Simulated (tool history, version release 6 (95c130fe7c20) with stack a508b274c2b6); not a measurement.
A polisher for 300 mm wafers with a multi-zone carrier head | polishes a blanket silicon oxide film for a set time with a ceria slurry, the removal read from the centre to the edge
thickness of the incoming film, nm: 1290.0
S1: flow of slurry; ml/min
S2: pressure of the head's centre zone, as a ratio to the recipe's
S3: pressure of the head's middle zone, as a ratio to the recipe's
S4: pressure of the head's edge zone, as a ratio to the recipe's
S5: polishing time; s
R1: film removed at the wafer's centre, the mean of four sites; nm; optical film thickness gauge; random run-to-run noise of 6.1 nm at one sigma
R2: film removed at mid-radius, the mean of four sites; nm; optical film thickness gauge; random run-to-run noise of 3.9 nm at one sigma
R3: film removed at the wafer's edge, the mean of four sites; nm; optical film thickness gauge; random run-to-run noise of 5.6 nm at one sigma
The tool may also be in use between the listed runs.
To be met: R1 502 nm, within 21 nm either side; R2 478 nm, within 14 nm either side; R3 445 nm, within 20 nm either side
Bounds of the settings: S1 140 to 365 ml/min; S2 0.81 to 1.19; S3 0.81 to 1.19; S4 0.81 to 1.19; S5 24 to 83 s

run 1 day=0 | S1=235 S2=1 S3=1 S4=1 S5=53 | R1=344.06 R2=331.51 R3=329.81
run 2 day=0.167 | S1=240 S2=1.02 S3=1.02 S4=1.02 S5=55 | R1=354.79 R2=354.66 R3=345.56
run 3 day=0.333 | S1=240 S2=0.98 S3=1.02 S4=1.02 S5=55 | R1=342.26 R2=354.91 R3=352.69
run 4 day=0.4 | S1=240 S2=0.98 S3=1.02 S4=1.08 S5=55 | R1=347.05 R2=356.65 R3=358.29
run 5 day=0.733 | S1=245 S2=1.01 S3=1.03 S4=1.09 S5=57 | R1=376.05 R2=372.02 R3=382.89
run 6 day=0.992 | S1=245 S2=1.01 S3=0.99 S4=1.09 S5=57 | R1=368.09 R2=359.79 R3=372.14
run 7 day=1.271 | S1=300 S2=1.11 S3=1.09 S4=1.04 S5=63 | R1=471.71 R2=440.23 R3=427.6
run 8 day=1.612 | S1=300 S2=1.12 S3=1.1 S4=1.04 S5=63 | R1=467.25 R2=444.46 R3=414.87
run 9 day=1.729 | S1=305 S2=1.12 S3=1.11 S4=1.05 S5=63 | R1=467.52 R2=452.93 R3=419.1
run 10 day=1.762 | S1=310 S2=1.13 S3=1.11 S4=1.06 S5=63 | R1=482.28 R2=452.15 R3=415.93
run 11 day=2.138 | S1=315 S2=1.12 S3=1.11 S4=1.07 S5=65 | R1=488.91 R2=468.19 R3=426.57
run 12 day=2.404 | S1=310 S2=1.12 S3=1.11 S4=1.07 S5=65 | R1=480.68 R2=467.58 R3=429.95

Consider the 5 candidate settings below. Which is the only one whose results all fall within their allowed miss of target?
run A day=2.671 | S1=295 S2=1.08 S3=1.09 S4=0.99 S5=65 | R1=? R2=? R3=?
run B day=2.671 | S1=320 S2=1.13 S3=1.1 S4=1.05 S5=67 | R1=? R2=? R3=?
run C day=2.671 | S1=305 S2=1 S3=1.17 S4=1.06 S5=63 | R1=? R2=? R3=?
run D day=2.671 | S1=335 S2=1.1 S3=1.12 S4=1.07 S5=63 | R1=? R2=? R3=?
run E day=2.671 | S1=305 S2=1.14 S3=1.17 S4=1.05 S5=62 | R1=? R2=? R3=?

move=A R1=465.57 R2=451.12 R3=405.57
move=B R1=506.83 R2=472.27 R3=432.59
move=C R1=419.4 R2=466.28 R3=406.79
move=D R1=466.09 R2=452.94 R3=411.75
move=E R1=470.97 R2=458.55 R3=398.49
A: lands further from the targets than the last run did
B: all results in spec
C: lands further from the targets than the last run did
D: lands further from the targets than the last run did
E: lands further from the targets than the last run did
Go with B: it meets all targets.

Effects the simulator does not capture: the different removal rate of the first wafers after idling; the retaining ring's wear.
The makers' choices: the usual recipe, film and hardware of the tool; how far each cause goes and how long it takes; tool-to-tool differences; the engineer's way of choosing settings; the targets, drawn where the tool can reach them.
